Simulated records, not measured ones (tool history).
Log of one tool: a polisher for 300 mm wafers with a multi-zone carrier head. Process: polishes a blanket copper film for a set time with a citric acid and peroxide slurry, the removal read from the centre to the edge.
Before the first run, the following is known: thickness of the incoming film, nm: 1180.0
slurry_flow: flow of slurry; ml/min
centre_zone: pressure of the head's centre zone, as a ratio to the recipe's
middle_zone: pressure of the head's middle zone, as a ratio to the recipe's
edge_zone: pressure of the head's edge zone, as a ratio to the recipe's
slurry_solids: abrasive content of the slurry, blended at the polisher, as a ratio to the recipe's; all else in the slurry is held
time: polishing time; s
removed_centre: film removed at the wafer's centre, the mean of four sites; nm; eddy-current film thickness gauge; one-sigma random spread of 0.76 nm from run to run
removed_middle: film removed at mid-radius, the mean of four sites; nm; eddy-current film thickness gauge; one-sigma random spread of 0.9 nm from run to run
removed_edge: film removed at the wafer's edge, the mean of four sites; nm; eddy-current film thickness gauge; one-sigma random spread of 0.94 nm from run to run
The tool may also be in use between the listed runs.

{"run": 1, "day": 0.0, "slurry_flow": 160, "centre_zone": 1, "middle_zone": 1, "edge_zone": 1, "slurry_solids": 1, "time": 57, "removed_centre": 94.883, "removed_middle": 92.317, "removed_edge": 93.485}
{"run": 2, "day": 0.288, "slurry_flow": 140, "centre_zone": 1, "middle_zone": 1, "edge_zone": 1, "slurry_solids": 1, "time": 57, "removed_centre": 92.182, "removed_middle": 89.621, "removed_edge": 91.685}
{"run": 3, "day": 0.617, "slurry_flow": 135, "centre_zone": 1.01, "middle_zone": 0.98, "edge_zone": 1, "slurry_solids": 1, "time": 57, "removed_centre": 92.631, "removed_middle": 85.503, "removed_edge": 88.868}
{"run": 4, "day": 0.917, "slurry_flow": 130, "centre_zone": 1.01, "middle_zone": 0.97, "edge_zone": 1.01, "slurry_solids": 1, "time": 57, "removed_centre": 90.569, "removed_middle": 85.503, "removed_edge": 91.077}
{"run": 5, "day": 1.029, "slurry_flow": 130, "centre_zone": 0.97, "middle_zone": 0.97, "edge_zone": 1.01, "slurry_solids": 1, "time": 57, "removed_centre": 87.356, "removed_middle": 84.219, "removed_edge": 90.188}
{"run": 6, "day": 1.279, "slurry_flow": 130, "centre_zone": 0.98, "middle_zone": 0.95, "edge_zone": 1.01, "slurry_solids": 1, "time": 57, "removed_centre": 86.892, "removed_middle": 87.275, "removed_edge": 91.458}
{"run": 7, "day": 1.483, "slurry_flow": 125, "centre_zone": 1, "middle_zone": 0.95, "edge_zone": 1.03, "slurry_solids": 0.95, "time": 57, "removed_centre": 88.528, "removed_middle": 81.634, "removed_edge": 89.654}
{"run": 8, "day": 1.679, "slurry_flow": 125, "centre_zone": 1.01, "middle_zone": 0.94, "edge_zone": 1.03, "slurry_solids": 0.95, "time": 57, "removed_centre": 89.039, "removed_middle": 81.212, "removed_edge": 88.498}
{"run": 9, "day": 1.829, "slurry_flow": 125, "centre_zone": 1.02, "middle_zone": 0.93, "edge_zone": 1.04, "slurry_solids": 0.95, "time": 57, "removed_centre": 89.304, "removed_middle": 80.528, "removed_edge": 89.949}
{"run": 10, "day": 2.012, "slurry_flow": 125, "centre_zone": 1.03, "middle_zone": 0.92, "edge_zone": 1.04, "slurry_solids": 0.95, "time": 57, "removed_centre": 90.316, "removed_middle": 80.732, "removed_edge": 88.379}
{"run": 11, "day": 2.071, "slurry_flow": 125, "centre_zone": 1.04, "middle_zone": 0.91, "edge_zone": 1.05, "slurry_solids": 0.95, "time": 57, "removed_centre": 91.242, "removed_middle": 79.699, "removed_edge": 89.432}
{"run": 12, "day": 2.217, "slurry_flow": 125, "centre_zone": 1.05, "middle_zone": 0.9, "edge_zone": 1.06, "slurry_solids": 0.95, "time": 57, "removed_centre": 91.399, "removed_middle": 81.631, "removed_edge": 91.331}
{"run": 13, "day": 2.554, "slurry_flow": 120, "centre_zone": 1.06, "middle_zone": 0.89, "edge_zone": 1.06, "slurry_solids": 0.95, "time": 57, "removed_centre": 91.996, "removed_middle": 78.26, "removed_edge": 89.743}

For run 14, what comes out?
{"run": 14, "day": 2.829, "slurry_flow": 120, "centre_zone": 1.07, "middle_zone": 0.88, "edge_zone": 1.06, "slurry_solids": 0.95, "time": 57, "removed_centre": "?", "removed_middle": "?", "removed_edge": "?"}

removed_centre: 92.752 nm
removed_middle: 78.406 nm
removed_edge: 90.439 nm
